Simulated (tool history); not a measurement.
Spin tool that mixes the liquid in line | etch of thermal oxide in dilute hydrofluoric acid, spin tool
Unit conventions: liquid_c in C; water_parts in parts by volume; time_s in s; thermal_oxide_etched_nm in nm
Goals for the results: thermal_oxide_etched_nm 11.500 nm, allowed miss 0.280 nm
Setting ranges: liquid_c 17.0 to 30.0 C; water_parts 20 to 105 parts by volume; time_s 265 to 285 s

{"run": 1, "hour": 0.0, "liquid_c": 22.0, "water_parts": 55, "time_s": 265, "thermal_oxide_etched_nm": 22.202}
{"run": 2, "hour": 8.8, "liquid_c": 22.0, "water_parts": 65, "time_s": 265, "thermal_oxide_etched_nm": 18.305}
{"run": 3, "hour": 11.6, "liquid_c": 22.0, "water_parts": 65, "time_s": 285, "thermal_oxide_etched_nm": 20.076}
{"run": 4, "hour": 13.8, "liquid_c": 20.5, "water_parts": 70, "time_s": 285, "thermal_oxide_etched_nm": 17.354}
{"run": 5, "hour": 14.5, "liquid_c": 22.0, "water_parts": 70, "time_s": 285, "thermal_oxide_etched_nm": 18.416}
{"run": 6, "hour": 18.3, "liquid_c": 24.5, "water_parts": 70, "time_s": 285, "thermal_oxide_etched_nm": 20.289}
{"run": 7, "hour": 27.1, "liquid_c": 24.5, "water_parts": 70, "time_s": 285, "thermal_oxide_etched_nm": 20.411}
{"run": 8, "hour": 32.2, "liquid_c": 22.5, "water_parts": 75, "time_s": 285, "thermal_oxide_etched_nm": 17.217}
{"run": 9, "hour": 41.2, "liquid_c": 21.0, "water_parts": 80, "time_s": 285, "thermal_oxide_etched_nm": 15.08}
{"run": 10, "hour": 42.0, "liquid_c": 20.0, "water_parts": 80, "time_s": 285, "thermal_oxide_etched_nm": 14.782}
{"run": 11, "hour": 43.8, "liquid_c": 19.5, "water_parts": 85, "time_s": 285, "thermal_oxide_etched_nm": 13.587}
{"run": 12, "hour": 47.0, "liquid_c": 19.0, "water_parts": 85, "time_s": 285, "thermal_oxide_etched_nm": 13.295}

Of the 5 settings listed for the next run, only one would bring every result within its allowed miss of target. Which one?
{"run": "A", "hour": 50.2, "liquid_c": 17.5, "water_parts": 90, "time_s": 280, "thermal_oxide_etched_nm": "?"}
{"run": "B", "hour": 50.2, "liquid_c": 21.0, "water_parts": 100, "time_s": 285, "thermal_oxide_etched_nm": "?"}
{"run": "C", "hour": 50.2, "liquid_c": 17.0, "water_parts": 85, "time_s": 285, "thermal_oxide_etched_nm": "?"}
{"run": "D", "hour": 50.2, "liquid_c": 17.0, "water_parts": 90, "time_s": 270, "thermal_oxide_etched_nm": "?"}
{"run": "E", "hour": 50.2, "liquid_c": 19.5, "water_parts": 100, "time_s": 270, "thermal_oxide_etched_nm": "?"}

move=A thermal_oxide_etched_nm=11.327
move=B thermal_oxide_etched_nm=11.866
move=C thermal_oxide_etched_nm=12.015
move=D thermal_oxide_etched_nm=10.694
move=E thermal_oxide_etched_nm=10.571
A: every result within its allowed miss
B: better than the last run, though not everything is in spec
C: better than the last run, though not everything is in spec
D: the result that was furthest off in the last run now lies on the other side of its target
E: the result that was furthest off in the last run now lies on the other side of its target
Correct choice: A, which meets every target

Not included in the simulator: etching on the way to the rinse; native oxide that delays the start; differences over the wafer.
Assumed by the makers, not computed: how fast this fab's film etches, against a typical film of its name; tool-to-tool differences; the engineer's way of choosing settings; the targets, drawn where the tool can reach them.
